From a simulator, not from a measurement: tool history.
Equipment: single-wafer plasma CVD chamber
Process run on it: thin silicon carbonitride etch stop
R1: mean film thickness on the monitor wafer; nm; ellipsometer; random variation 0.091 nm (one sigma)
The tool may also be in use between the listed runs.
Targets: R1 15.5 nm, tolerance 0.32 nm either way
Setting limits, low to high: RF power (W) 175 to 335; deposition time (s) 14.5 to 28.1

{"run": 1, "hour": 0.0, "RF power (W)": 255, "deposition time (s)": 21.3, "R1": 13.098}
{"run": 2, "hour": 5.1, "RF power (W)": 270, "deposition time (s)": 22, "R1": 13.611}
{"run": 3, "hour": 13.5, "RF power (W)": 275, "deposition time (s)": 22.8, "R1": 14.338}
{"run": 4, "hour": 22.2, "RF power (W)": 285, "deposition time (s)": 23.1, "R1": 14.413}
{"run": 5, "hour": 24.4, "RF power (W)": 315, "deposition time (s)": 23.1, "R1": 14.911}
{"hour": 26.5, "done": "RF generator calibrated"}
{"run": 6, "hour": 26.5, "RF power (W)": 300, "deposition time (s)": 23.1, "R1": 14.887}
{"run": 7, "hour": 32.5, "RF power (W)": 305, "deposition time (s)": 23.2, "R1": 14.95}
{"run": 8, "hour": 36.9, "RF power (W)": 310, "deposition time (s)": 23.3, "R1": 15.066}
{"run": 9, "hour": 39.2, "RF power (W)": 315, "deposition time (s)": 23.4, "R1": 15.17}

Which one of the following 5 next-run settings gets every result inside its allowed miss? There is exactly one.
{"run": "A", "hour": 41.5, "RF power (W)": 275, "deposition time (s)": 23.1, "R1": "?"}
{"run": "B", "hour": 41.5, "RF power (W)": 335, "deposition time (s)": 22.8, "R1": "?"}
{"run": "C", "hour": 41.5, "RF power (W)": 320, "deposition time (s)": 22.8, "R1": "?"}
{"run": "D", "hour": 41.5, "RF power (W)": 315, "deposition time (s)": 24, "R1": "?"}
{"run": "E", "hour": 41.5, "RF power (W)": 315, "deposition time (s)": 23, "R1": "?"}

move=A R1=14.594
move=B R1=15.051
move=C R1=14.896
move=D R1=15.624
move=E R1=14.973
A: further off than the last run
B: further off than the last run
C: further off than the last run
D: all results in spec
E: further off than the last run
The move that meets every target is D.

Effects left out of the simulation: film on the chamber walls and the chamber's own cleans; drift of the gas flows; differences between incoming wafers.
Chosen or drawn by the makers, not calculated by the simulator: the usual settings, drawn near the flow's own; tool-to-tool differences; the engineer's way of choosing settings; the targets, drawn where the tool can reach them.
